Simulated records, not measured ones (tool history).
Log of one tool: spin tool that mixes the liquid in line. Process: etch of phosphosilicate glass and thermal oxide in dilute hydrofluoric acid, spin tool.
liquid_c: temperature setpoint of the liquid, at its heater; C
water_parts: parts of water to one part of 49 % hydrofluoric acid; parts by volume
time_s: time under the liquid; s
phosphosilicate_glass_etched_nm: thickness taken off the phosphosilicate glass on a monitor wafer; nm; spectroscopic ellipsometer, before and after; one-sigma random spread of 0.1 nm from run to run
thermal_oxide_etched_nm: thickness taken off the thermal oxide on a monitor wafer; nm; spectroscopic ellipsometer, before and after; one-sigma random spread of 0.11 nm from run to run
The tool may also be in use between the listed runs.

| run | hour | liquid_c | water_parts | time_s | phosphosilicate_glass_etched_nm | thermal_oxide_etched_nm |
|---|---|---|---|---|---|---|
| 1 | 0 | 21 | 300 | 45 | 6.6644 | 0.58616 |
| 2 | 6.1 | 23.5 | 230 | 45 | 10.274 | 0.8368 |
| 3 | 8 | 23.5 | 145 | 45 | 17.673 | 1.4692 |
| 4 | 9.8 | 25 | 140 | 45 | 19.537 | 1.6649 |
| 5 | 18.5 | 26 | 140 | 45 | 20.248 | 1.7737 |
| 6 | 26.2 | 26 | 205 | 45 | 12.927 | 1.0656 |

Forecast run 7:
| 7 | 28.5 | 29 | 115 | 45 | ? | ? |

Logged for run 7: phosphosilicate_glass_etched_nm 28.753 nm, thermal_oxide_etched_nm 2.3177 nm.

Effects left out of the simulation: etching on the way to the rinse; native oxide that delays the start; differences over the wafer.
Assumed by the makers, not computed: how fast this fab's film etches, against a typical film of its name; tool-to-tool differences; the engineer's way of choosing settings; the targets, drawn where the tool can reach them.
